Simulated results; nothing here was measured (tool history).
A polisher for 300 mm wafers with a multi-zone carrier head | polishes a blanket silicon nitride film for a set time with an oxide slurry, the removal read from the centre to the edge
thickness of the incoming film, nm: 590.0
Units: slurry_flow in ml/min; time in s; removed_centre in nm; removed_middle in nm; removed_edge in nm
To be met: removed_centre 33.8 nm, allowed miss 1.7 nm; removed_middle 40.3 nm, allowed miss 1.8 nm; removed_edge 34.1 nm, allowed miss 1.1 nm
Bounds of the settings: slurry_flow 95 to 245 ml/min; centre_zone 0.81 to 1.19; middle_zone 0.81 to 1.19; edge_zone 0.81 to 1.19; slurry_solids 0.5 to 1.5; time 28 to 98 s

{"run": 1, "hour": 0.0, "slurry_flow": 155, "centre_zone": 1, "middle_zone": 1, "edge_zone": 1, "slurry_solids": 1, "time": 63, "removed_centre": 50.727, "removed_middle": 49.44, "removed_edge": 48.805}
{"run": 2, "hour": 3.6, "slurry_flow": 155, "centre_zone": 1, "middle_zone": 1, "edge_zone": 1, "slurry_solids": 1.15, "time": 63, "removed_centre": 52.839, "removed_middle": 52.795, "removed_edge": 52.229}
{"run": 3, "hour": 8.8, "slurry_flow": 155, "centre_zone": 1, "middle_zone": 1.06, "edge_zone": 1, "slurry_solids": 1.15, "time": 63, "removed_centre": 52.135, "removed_middle": 56.967, "removed_edge": 51.477}
{"run": 4, "hour": 11.5, "slurry_flow": 150, "centre_zone": 0.96, "middle_zone": 1.07, "edge_zone": 0.97, "slurry_solids": 0.95, "time": 62, "removed_centre": 44.652, "removed_middle": 50.994, "removed_edge": 46.177}
{"run": 5, "hour": 18.8, "slurry_flow": 145, "centre_zone": 0.96, "middle_zone": 1.08, "edge_zone": 0.94, "slurry_solids": 0.8, "time": 61, "removed_centre": 40.9, "removed_middle": 45.293, "removed_edge": 41.115}
{"run": 6, "hour": 22.8, "slurry_flow": 140, "centre_zone": 0.95, "middle_zone": 1.1, "edge_zone": 0.91, "slurry_solids": 0.75, "time": 61, "removed_centre": 39.394, "removed_middle": 44.807, "removed_edge": 39.395}
{"run": 7, "hour": 26.8, "slurry_flow": 135, "centre_zone": 0.94, "middle_zone": 1.11, "edge_zone": 0.89, "slurry_solids": 0.7, "time": 61, "removed_centre": 37.062, "removed_middle": 43.581, "removed_edge": 36.903}
{"run": 8, "hour": 32.6, "slurry_flow": 125, "centre_zone": 0.93, "middle_zone": 1.1, "edge_zone": 0.88, "slurry_solids": 0.7, "time": 61, "removed_centre": 35.744, "removed_middle": 41.634, "removed_edge": 35.937}
{"run": 9, "hour": 40.4, "slurry_flow": 120, "centre_zone": 0.93, "middle_zone": 1.1, "edge_zone": 0.87, "slurry_solids": 0.7, "time": 61, "removed_centre": 35.362, "removed_middle": 41.446, "removed_edge": 36.067}
{"run": 10, "hour": 43.8, "slurry_flow": 115, "centre_zone": 0.93, "middle_zone": 1.1, "edge_zone": 0.85, "slurry_solids": 0.7, "time": 61, "removed_centre": 35.222, "removed_middle": 41.149, "removed_edge": 35.373}

Which of these 5 next moves meets every target?
{"run": "A", "hour": 47.2, "slurry_flow": 125, "centre_zone": 0.94, "middle_zone": 1.04, "edge_zone": 0.81, "slurry_solids": 0.6, "time": 71, "removed_centre": "?", "removed_middle": "?", "removed_edge": "?"}
{"run": "B", "hour": 47.2, "slurry_flow": 95, "centre_zone": 0.95, "middle_zone": 1.14, "edge_zone": 0.97, "slurry_solids": 0.9, "time": 51, "removed_centre": "?", "removed_middle": "?", "removed_edge": "?"}
{"run": "C", "hour": 47.2, "slurry_flow": 95, "centre_zone": 0.94, "middle_zone": 1.14, "edge_zone": 0.81, "slurry_solids": 0.95, "time": 54, "removed_centre": "?", "removed_middle": "?", "removed_edge": "?"}
{"run": "D", "hour": 47.2, "slurry_flow": 115, "centre_zone": 0.92, "middle_zone": 1.04, "edge_zone": 0.92, "slurry_solids": 0.7, "time": 64, "removed_centre": "?", "removed_middle": "?", "removed_edge": "?"}
{"run": "E", "hour": 47.2, "slurry_flow": 125, "centre_zone": 0.88, "middle_zone": 1.18, "edge_zone": 0.86, "slurry_solids": 0.6, "time": 67, "removed_centre": "?", "removed_middle": "?", "removed_edge": "?"}

move=A removed_centre=39.023 removed_middle=43.122 removed_edge=37.812
move=B removed_centre=31.531 removed_middle=37.746 removed_edge=33.606
move=C removed_centre=33.856 removed_middle=40.974 removed_edge=34.085
move=D removed_centre=36.382 removed_middle=41.222 removed_edge=38.155
move=E removed_centre=34.489 removed_middle=45.358 removed_edge=36.398
A: further off than the last run
B: brings the result that was furthest off to its target, and leaves another outside
C: meets every target
D: further off than the last run
E: further off than the last run
Answer: C

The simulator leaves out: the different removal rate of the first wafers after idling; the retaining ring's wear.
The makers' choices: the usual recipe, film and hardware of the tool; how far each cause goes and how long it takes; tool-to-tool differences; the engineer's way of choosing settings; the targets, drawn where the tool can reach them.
